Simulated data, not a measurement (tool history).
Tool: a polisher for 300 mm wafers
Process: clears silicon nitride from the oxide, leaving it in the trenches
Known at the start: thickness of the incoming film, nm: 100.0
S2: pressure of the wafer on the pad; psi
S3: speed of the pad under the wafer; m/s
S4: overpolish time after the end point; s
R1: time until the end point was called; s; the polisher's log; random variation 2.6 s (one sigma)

run 1 day=0 | flow_of_slurry_(ml/min)=220 S2=2.7 S3=0.96 S4=36 | R1=121.39
run 2 day=0.225 | flow_of_slurry_(ml/min)=220 S2=2.7 S3=1.14 S4=36 | R1=102.65
run 3 day=0.396 | flow_of_slurry_(ml/min)=220 S2=2.7 S3=1.14 S4=36 | R1=103.87
run 4 day=0.642 | flow_of_slurry_(ml/min)=220 S2=2.7 S3=1.14 S4=39 | R1=104.18
run 5 day=1.008 | flow_of_slurry_(ml/min)=220 S2=2.5 S3=1.12 S4=39 | R1=113.11
run 6 day=1.05 | flow_of_slurry_(ml/min)=220 S2=2.5 S3=0.94 S4=39 | R1=129.49
run 7 day=1.35 | flow_of_slurry_(ml/min)=220 S2=2.4 S3=0.92 S4=39 | R1=137.74
run 8 day=1.479 | flow_of_slurry_(ml/min)=220 S2=2.3 S3=0.9 S4=39 | R1=151.98
run 9 day=1.642 | flow_of_slurry_(ml/min)=220 S2=2.2 S3=0.9 S4=39 | R1=155.79

Forecast run 10:
run 10 day=1.929 | flow_of_slurry_(ml/min)=220 S2=1.5 S3=0.86 S4=39 | R1=?

R1: 232.27 s

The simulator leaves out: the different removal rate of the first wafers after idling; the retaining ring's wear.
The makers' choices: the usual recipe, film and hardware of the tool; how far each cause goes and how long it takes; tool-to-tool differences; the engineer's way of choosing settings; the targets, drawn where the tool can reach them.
